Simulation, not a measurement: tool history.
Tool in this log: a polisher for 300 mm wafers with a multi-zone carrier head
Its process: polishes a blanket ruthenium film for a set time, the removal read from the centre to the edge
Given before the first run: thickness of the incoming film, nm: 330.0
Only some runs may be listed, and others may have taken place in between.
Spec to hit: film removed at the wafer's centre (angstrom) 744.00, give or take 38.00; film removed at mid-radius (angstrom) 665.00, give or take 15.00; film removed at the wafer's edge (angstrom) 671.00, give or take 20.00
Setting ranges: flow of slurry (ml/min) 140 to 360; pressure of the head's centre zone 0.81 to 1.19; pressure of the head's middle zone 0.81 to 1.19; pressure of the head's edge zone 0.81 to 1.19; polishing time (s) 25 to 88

| run | hour | flow of slurry (ml/min) | pressure of the head's centre zone | pressure of the head's middle zone | pressure of the head's edge zone | polishing time (s) | film removed at the wafer's centre (angstrom) | film removed at mid-radius (angstrom) | film removed at the wafer's edge (angstrom) |
|---|---|---|---|---|---|---|---|---|---|
| 1 | 0.0 | 230 | 1.00 | 1.00 | 1.00 | 56 | 721.31 | 731.35 | 715.54 |
| 2 | 2.9 | 230 | 1.00 | 1.06 | 1.00 | 56 | 743.11 | 762.96 | 723.16 |
| 3 | 8.0 | 230 | 1.00 | 1.06 | 1.05 | 56 | 731.27 | 767.47 | 745.13 |
| 4 | 8.7 | 215 | 1.02 | 1.02 | 1.02 | 56 | 740.37 | 730.22 | 722.68 |
| 5 | 17.2 | 215 | 1.10 | 1.02 | 1.02 | 56 | 805.21 | 729.58 | 731.86 |
| 6 | 18.7 | 200 | 1.09 | 1.00 | 0.99 | 56 | 786.53 | 714.27 | 707.24 |
| 7 | 26.2 | 190 | 1.09 | 0.98 | 0.98 | 56 | 766.45 | 694.96 | 695.29 |
| 8 | 32.8 | 180 | 1.09 | 0.97 | 0.97 | 56 | 783.95 | 689.44 | 695.11 |

5 candidate next runs follow, results not yet known. Just one meets every target within its allowed miss. Identify it.
| A | 39.4 | 215 | 1.05 | 1.07 | 0.90 | 54 | ? | ? | ? |
| B | 39.4 | 215 | 1.10 | 1.07 | 1.03 | 53 | ? | ? | ? |
| C | 39.4 | 170 | 1.10 | 1.07 | 0.87 | 54 | ? | ? | ? |
| D | 39.4 | 195 | 1.10 | 0.92 | 1.00 | 53 | ? | ? | ? |
| E | 39.4 | 185 | 1.10 | 0.97 | 0.98 | 54 | ? | ? | ? |

| move | film removed at the wafer's centre (angstrom) | film removed at mid-radius (angstrom) | film removed at the wafer's edge (angstrom) |
|---|---|---|---|
| A | 745.13 | 733.89 | 661.41 |
| B | 766.41 | 719.97 | 692.04 |
| C | 746.09 | 704.41 | 632.02 |
| D | 752.44 | 624.12 | 675.69 |
| E | 759.08 | 658.63 | 676.73 |
A: its largest miss is bigger than the last run's
B: its largest miss is bigger than the last run's
C: its largest miss is bigger than the last run's
D: carries the result that was furthest off beyond its target, to the other side
E: all results in spec
E is the move that brings every result within its allowed miss.

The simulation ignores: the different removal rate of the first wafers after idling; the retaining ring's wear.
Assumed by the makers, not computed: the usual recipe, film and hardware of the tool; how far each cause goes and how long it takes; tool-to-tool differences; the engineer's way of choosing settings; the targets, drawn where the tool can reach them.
